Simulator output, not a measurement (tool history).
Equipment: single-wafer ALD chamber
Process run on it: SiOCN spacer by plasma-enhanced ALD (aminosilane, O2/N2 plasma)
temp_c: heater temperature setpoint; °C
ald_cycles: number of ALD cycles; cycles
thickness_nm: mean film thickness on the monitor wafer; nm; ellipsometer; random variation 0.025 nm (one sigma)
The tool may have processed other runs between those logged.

run,hour,temp_c,ald_cycles,thickness_nm
1,0,400,87,5.4364
2,8.3,400,85,5.2449
3,12.8,400,83,5.1342
4,19.1,400,81,5.0064
5,27.2,400,92,5.7337
6,32.1,391,92,5.6816
7,38.2,391,89,5.5012

What does the tool deliver on the next run?
8,47.3,391,87,?

Run 8 produced thickness_nm 5.3735 nm.
